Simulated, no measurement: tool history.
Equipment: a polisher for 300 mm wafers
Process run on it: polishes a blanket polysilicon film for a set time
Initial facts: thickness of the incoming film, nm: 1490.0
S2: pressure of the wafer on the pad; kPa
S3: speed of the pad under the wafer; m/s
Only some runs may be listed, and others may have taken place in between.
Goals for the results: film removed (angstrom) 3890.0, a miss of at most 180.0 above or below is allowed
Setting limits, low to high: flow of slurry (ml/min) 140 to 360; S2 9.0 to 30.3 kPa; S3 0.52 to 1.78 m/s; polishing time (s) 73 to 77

{"run": 1, "hour": 0.0, "flow of slurry (ml/min)": 230, "S2": 19.3, "S3": 1.14, "polishing time (s)": 73, "film removed (angstrom)": 7731.6}
{"run": 2, "hour": 1.4, "flow of slurry (ml/min)": 230, "S2": 16.5, "S3": 1.14, "polishing time (s)": 73, "film removed (angstrom)": 6904.1}
{"run": 3, "hour": 9.1, "flow of slurry (ml/min)": 175, "S2": 16.5, "S3": 1.14, "polishing time (s)": 73, "film removed (angstrom)": 6520.9}
{"run": 4, "hour": 14.3, "flow of slurry (ml/min)": 175, "S2": 16.5, "S3": 1.36, "polishing time (s)": 73, "film removed (angstrom)": 7639.9}
{"run": 5, "hour": 19.3, "flow of slurry (ml/min)": 200, "S2": 16.5, "S3": 1.36, "polishing time (s)": 73, "film removed (angstrom)": 8005.4}
{"run": 6, "hour": 20.0, "flow of slurry (ml/min)": 195, "S2": 15.2, "S3": 1.3, "polishing time (s)": 73, "film removed (angstrom)": 6850.8}
{"run": 7, "hour": 21.9, "flow of slurry (ml/min)": 195, "S2": 14.5, "S3": 1.26, "polishing time (s)": 73, "film removed (angstrom)": 6458.0}
{"run": 8, "hour": 22.8, "flow of slurry (ml/min)": 195, "S2": 13.8, "S3": 1.22, "polishing time (s)": 73, "film removed (angstrom)": 5923.0}
{"run": 9, "hour": 26.5, "flow of slurry (ml/min)": 190, "S2": 9.0, "S3": 1.02, "polishing time (s)": 73, "film removed (angstrom)": 3271.6}
{"run": 10, "hour": 31.3, "flow of slurry (ml/min)": 190, "S2": 9.0, "S3": 1.02, "polishing time (s)": 73, "film removed (angstrom)": 3204.2}
{"run": 11, "hour": 33.1, "flow of slurry (ml/min)": 195, "S2": 9.0, "S3": 1.02, "polishing time (s)": 73, "film removed (angstrom)": 3308.0}
{"run": 12, "hour": 34.1, "flow of slurry (ml/min)": 200, "S2": 9.0, "S3": 1.02, "polishing time (s)": 73, "film removed (angstrom)": 3269.8}

5 candidate next runs follow, results not yet known. Just one meets every target within its allowed miss. Identify it.
{"run": "A", "hour": 35.1, "flow of slurry (ml/min)": 200, "S2": 9.0, "S3": 0.86, "polishing time (s)": 73, "film removed (angstrom)": "?"}
{"run": "B", "hour": 35.1, "flow of slurry (ml/min)": 195, "S2": 11.0, "S3": 0.96, "polishing time (s)": 74, "film removed (angstrom)": "?"}
{"run": "C", "hour": 35.1, "flow of slurry (ml/min)": 180, "S2": 12.4, "S3": 0.94, "polishing time (s)": 77, "film removed (angstrom)": "?"}
{"run": "D", "hour": 35.1, "flow of slurry (ml/min)": 140, "S2": 11.7, "S3": 0.88, "polishing time (s)": 73, "film removed (angstrom)": "?"}
{"run": "E", "hour": 35.1, "flow of slurry (ml/min)": 195, "S2": 9.0, "S3": 0.96, "polishing time (s)": 73, "film removed (angstrom)": "?"}

move=A film_removed_(angstrom)=2769.0
move=B film_removed_(angstrom)=3786.5
move=C film_removed_(angstrom)=4285.7
move=D film_removed_(angstrom)=3522.3
move=E film_removed_(angstrom)=3070.9
A: further off than the last run
B: every result within its allowed miss
C: moves the result that the last run missed by most past its target, out the other side
D: nearer the targets than the last run, but a result is still out of spec
E: further off than the last run
The right move is B.

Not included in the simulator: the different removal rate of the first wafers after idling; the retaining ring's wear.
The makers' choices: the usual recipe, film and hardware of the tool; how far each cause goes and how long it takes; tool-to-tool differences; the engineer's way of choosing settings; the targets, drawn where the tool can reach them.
